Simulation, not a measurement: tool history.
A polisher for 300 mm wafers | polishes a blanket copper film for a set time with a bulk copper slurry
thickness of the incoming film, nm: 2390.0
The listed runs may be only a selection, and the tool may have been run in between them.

run  hour  flow of slurry (ml/min)  pressure of the wafer on the pad (psi)  speed of the pad under the wafer (cm/s)  abrasive content of the slurry  polishing time (s)  film removed (angstrom)
  1   0.0                      215                                     2.9                                       96                             1.0                 105                   7096.9
  2   7.1                      250                                     2.9                                       96                             1.0                 105                   7097.5
  3   9.8                      230                                     2.9                                       96                             1.0                 105                   7138.6
  4  15.3                      230                                     3.3                                       98                             1.0                 105                   8224.4
  5  18.9                      230                                     3.6                                      100                             1.0                 105                   9126.8
  6  27.6                      230                                     3.8                                      102                             1.0                 105                   9914.3
  7  28.9                      230                                     4.0                                      104                             1.0                 105                  10583.0
     32.2  -- head pressure recalibrated
  8  32.2                      230                                     4.1                                      106                             1.0                 105                  12334.0

Run 9 is up next; what results do you expect?
  9  38.7                      235                                     4.2                                      106                             1.0                 105                        ?

film removed (angstrom): 12645.0
